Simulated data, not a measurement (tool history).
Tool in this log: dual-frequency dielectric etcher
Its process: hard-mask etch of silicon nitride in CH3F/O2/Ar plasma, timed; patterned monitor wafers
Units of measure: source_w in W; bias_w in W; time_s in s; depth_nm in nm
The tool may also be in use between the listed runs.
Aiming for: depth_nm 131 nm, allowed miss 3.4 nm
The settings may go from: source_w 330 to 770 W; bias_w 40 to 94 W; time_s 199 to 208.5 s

run 1 hour=0 | source_w=550 bias_w=67 time_s=199 | depth_nm=159.44
run 2 hour=6.3 | source_w=550 bias_w=67 time_s=208.5 | depth_nm=165.99
run 3 hour=10.3 | source_w=510 bias_w=63 time_s=207 | depth_nm=157.79
run 4 hour=17 | source_w=600 bias_w=63 time_s=207 | depth_nm=167.23
run 5 hour=22.7 | source_w=680 bias_w=63 time_s=207 | depth_nm=175.32
run 6 hour=23.3 | source_w=630 bias_w=58 time_s=205.5 | depth_nm=165.09
run 7 hour=25.3 | source_w=580 bias_w=54 time_s=204.5 | depth_nm=155.53
run 8 hour=29.5 | source_w=540 bias_w=52 time_s=204 | depth_nm=148.94
run 9 hour=37.3 | source_w=540 bias_w=52 time_s=204 | depth_nm=148.69
run 10 hour=41.8 | source_w=510 bias_w=51 time_s=204 | depth_nm=145.27
run 11 hour=47.7 | source_w=490 bias_w=50 time_s=204 | depth_nm=142.96
run 12 hour=53.8 | source_w=470 bias_w=49 time_s=204 | depth_nm=137.54

Which one of the following 4 next-run settings gets every result inside its allowed miss? There is exactly one.
run A hour=59.9 | source_w=500 bias_w=48 time_s=205.5 | depth_nm=?
run B hour=59.9 | source_w=490 bias_w=46 time_s=205 | depth_nm=?
run C hour=59.9 | source_w=440 bias_w=46 time_s=199 | depth_nm=?
run D hour=59.9 | source_w=470 bias_w=50 time_s=208.5 | depth_nm=?

move=A depth_nm=141.64
move=B depth_nm=138.36
move=C depth_nm=129.49
move=D depth_nm=142.66
A: moves away from the targets compared with the last run
B: moves away from the targets compared with the last run
C: each result inside its tolerance
D: moves away from the targets compared with the last run
Correct choice: C, which meets every target
